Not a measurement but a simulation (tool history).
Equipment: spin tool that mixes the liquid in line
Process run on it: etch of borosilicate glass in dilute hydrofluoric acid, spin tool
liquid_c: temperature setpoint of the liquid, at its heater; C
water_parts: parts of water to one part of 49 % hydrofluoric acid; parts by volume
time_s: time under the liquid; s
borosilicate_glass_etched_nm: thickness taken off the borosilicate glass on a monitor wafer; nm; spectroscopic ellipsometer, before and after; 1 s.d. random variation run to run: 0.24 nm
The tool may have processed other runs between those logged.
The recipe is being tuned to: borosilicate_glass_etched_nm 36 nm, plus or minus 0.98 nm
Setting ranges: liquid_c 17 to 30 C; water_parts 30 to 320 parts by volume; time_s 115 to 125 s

run  hour  liquid_c  water_parts  time_s  borosilicate_glass_etched_nm
  1     0        22          175     115                        21.083
  2   3.2        20          175     115                        19.671
  3   8.3        20          175     115                        19.693
  4  11.3        20          120     115                        30.258
  5  14.2        20          120     115                         30.36
  6  22.3        20          160     115                        21.701
  7    31        22          155     115                         24.57
  8  38.7        26          145     115                        31.023
  9  40.6        27          145     115                        31.945
 10  46.1      27.5          145     115                        32.755

Of the 4 settings listed for the next run, only one would bring every result within its allowed miss of target. Which one?
  A  51.6      27.5          160     125                             ?
  B  51.6      24.5          120     115                             ?
  C  51.6        28          160     115                             ?
  D  51.6        26          165     125                             ?

move  borosilicate_glass_etched_nm
   A                        31.462
   B                        36.177
   C                        29.479
   D                        28.697
A: moves away from the targets compared with the last run
B: meets every target
C: moves away from the targets compared with the last run
D: moves away from the targets compared with the last run
Go with B: it meets all targets.
